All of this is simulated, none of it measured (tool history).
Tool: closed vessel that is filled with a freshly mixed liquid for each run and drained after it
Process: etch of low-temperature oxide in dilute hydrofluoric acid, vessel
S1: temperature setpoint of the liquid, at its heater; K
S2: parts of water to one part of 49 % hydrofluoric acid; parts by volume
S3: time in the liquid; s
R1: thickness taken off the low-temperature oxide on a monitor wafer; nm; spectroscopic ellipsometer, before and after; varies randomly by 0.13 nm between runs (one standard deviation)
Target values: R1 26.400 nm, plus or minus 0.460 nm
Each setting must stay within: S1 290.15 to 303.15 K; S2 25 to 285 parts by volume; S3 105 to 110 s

run 1 hour=0.0 | S1=295.15 S2=155 S3=105 | R1=19.278
run 2 hour=2.3 | S1=296.65 S2=155 S3=105 | R1=20.422
run 3 hour=3.9 | S1=298.15 S2=155 S3=105 | R1=21.587
run 4 hour=10.6 | S1=298.15 S2=210 S3=105 | R1=15.141
run 5 hour=15.0 | S1=298.15 S2=160 S3=105 | R1=20.898
run 6 hour=20.8 | S1=299.15 S2=160 S3=105 | R1=21.758
run 7 hour=28.2 | S1=299.65 S2=160 S3=105 | R1=22.012
run 8 hour=36.2 | S1=300.15 S2=160 S3=105 | R1=22.294
run 9 hour=38.9 | S1=303.15 S2=150 S3=105 | R1=27.229

Consider the 5 candidate settings below. Which is the only one whose results all fall within their allowed miss of target?
run A hour=41.6 | S1=302.15 S2=160 S3=110 | R1=?
run B hour=41.6 | S1=303.15 S2=155 S3=110 | R1=?
run C hour=41.6 | S1=302.65 S2=155 S3=105 | R1=?
run D hour=41.6 | S1=297.65 S2=140 S3=110 | R1=?
run E hour=41.6 | S1=302.15 S2=155 S3=110 | R1=?

move=A R1=25.318
move=B R1=27.265
move=C R1=25.562
move=D R1=25.081
move=E R1=26.301
A: takes the result that was furthest off past its target
B: about as far from the targets as the last run
C: takes the result that was furthest off past its target
D: takes the result that was furthest off past its target
E: meets every target
E meets every target.
